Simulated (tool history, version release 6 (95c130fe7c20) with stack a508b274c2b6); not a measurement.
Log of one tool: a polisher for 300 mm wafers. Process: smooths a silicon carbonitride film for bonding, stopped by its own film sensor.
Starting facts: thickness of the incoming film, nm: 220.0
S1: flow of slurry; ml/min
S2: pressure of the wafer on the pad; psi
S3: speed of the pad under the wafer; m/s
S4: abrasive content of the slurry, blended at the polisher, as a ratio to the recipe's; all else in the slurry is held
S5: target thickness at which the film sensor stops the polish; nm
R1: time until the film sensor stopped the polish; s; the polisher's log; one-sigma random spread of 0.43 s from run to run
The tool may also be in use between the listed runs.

Run 1, hour 0: S1 215 ml/min, S2 2.3 psi, S3 0.84 m/s, S4 1, S5 210 nm. Result: R1 38.193 s.
Run 2, hour 6.2: S1 215 ml/min, S2 2.7 psi, S3 0.84 m/s, S4 1, S5 210 nm. Result: R1 32.421 s.
Run 3, hour 10.2: S1 240 ml/min, S2 2.7 psi, S3 0.84 m/s, S4 1, S5 210 nm. Result: R1 32.372 s.
Run 4, hour 14.6: S1 240 ml/min, S2 2.2 psi, S3 0.84 m/s, S4 1, S5 210 nm. Result: R1 39.219 s.
Run 5, hour 21.9: S1 240 ml/min, S2 2.2 psi, S3 0.74 m/s, S4 1, S5 210 nm. Result: R1 43.803 s.
Run 6, hour 25.2: S1 240 ml/min, S2 2.2 psi, S3 0.74 m/s, S4 1, S5 210 nm. Result: R1 43.476 s.

The next listed run, before its measurement:
At hour 30.4: worn pad replaced by a new one.
Run 7, hour 30.4: S1 240 ml/min, S2 2.1 psi, S3 0.74 m/s, S4 1, S5 210 nm. Result: R1 ?.

{"run 7": {"R1": 42.896}}
